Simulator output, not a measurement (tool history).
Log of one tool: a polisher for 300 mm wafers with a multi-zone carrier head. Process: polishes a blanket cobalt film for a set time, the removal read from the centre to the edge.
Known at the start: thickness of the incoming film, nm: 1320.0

run,day,flow of slurry (ml/min),pressure of the head's centre zone,pressure of the head's middle zone,pressure of the head's edge zone,polishing time (s),film removed at the wafer's centre (angstrom),film removed at mid-radius (angstrom),film removed at the wafer's edge (angstrom)
1,0.000,300,1.00,1.00,1.00,90,3083.4,3089.5,3172.4
2,0.292,300,1.00,1.00,1.03,90,3021.8,3161.4,3238.0
3,0.550,325,1.00,1.00,1.03,90,3102.1,3157.1,3240.7
4,0.625,325,1.05,1.00,1.03,90,3321.3,3158.6,3202.1
5,0.808,325,1.05,1.00,1.03,107,3878.8,3697.9,3825.5
6,0.996,335,1.06,1.02,1.04,108,4013.9,3772.8,3847.8

Run 7 comes next. What will it give?
7,1.367,340,1.06,1.05,1.05,109,?,?,?

Run 7 gave film removed at the wafer's centre (angstrom) 3980.6, film removed at mid-radius (angstrom) 4035.4, film removed at the wafer's edge (angstrom) 3906.6.
